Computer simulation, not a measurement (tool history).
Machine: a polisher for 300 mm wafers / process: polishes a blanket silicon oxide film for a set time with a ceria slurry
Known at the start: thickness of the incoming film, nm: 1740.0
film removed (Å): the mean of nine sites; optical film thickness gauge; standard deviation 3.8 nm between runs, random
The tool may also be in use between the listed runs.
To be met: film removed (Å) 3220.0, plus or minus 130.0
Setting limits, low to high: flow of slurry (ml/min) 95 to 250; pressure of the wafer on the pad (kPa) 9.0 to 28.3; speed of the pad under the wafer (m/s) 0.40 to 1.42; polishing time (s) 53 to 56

run	hour	flow of slurry (ml/min)	pressure of the wafer on the pad (kPa)	speed of the pad under the wafer (m/s)	polishing time (s)	film removed (Å)
1	0.0	160	18.6	0.90	53	1835.4
2	7.5	160	18.6	0.74	53	1524.4
3	11.9	160	20.0	0.76	53	1664.5
4	14.9	160	20.0	0.54	53	1217.7
5	20.8	160	20.0	0.70	53	1563.1
6	28.0	160	22.8	0.70	53	1725.5
# hour 31.7: head pressure recalibrated
7	31.7	160	23.4	0.74	53	2013.5
8	34.7	160	24.1	0.76	53	2106.5
9	43.2	160	24.8	0.78	53	2176.6
10	52.2	160	24.8	0.78	53	2188.2
11	59.8	160	25.5	0.80	53	2372.6
12	66.0	160	26.2	0.82	53	2497.5

Below are 5 possible settings for the next run. Only one of them brings all results inside the allowed miss of their targets. Which is it?
A	72.2	140	28.3	0.98	56	?
B	72.2	170	25.5	0.92	55	?
C	72.2	140	25.5	0.70	53	?
D	72.2	145	28.3	0.90	55	?
E	72.2	150	26.9	0.88	56	?

move	film removed (Å)
A	3241.1
B	2808.5
C	2003.5
D	2951.8
E	2819.0
A: every result within its allowed miss
B: gains on the last run, yet a result remains outside its allowed miss
C: misses by more than the last run did
D: gains on the last run, yet a result remains outside its allowed miss
E: gains on the last run, yet a result remains outside its allowed miss
Answer: A

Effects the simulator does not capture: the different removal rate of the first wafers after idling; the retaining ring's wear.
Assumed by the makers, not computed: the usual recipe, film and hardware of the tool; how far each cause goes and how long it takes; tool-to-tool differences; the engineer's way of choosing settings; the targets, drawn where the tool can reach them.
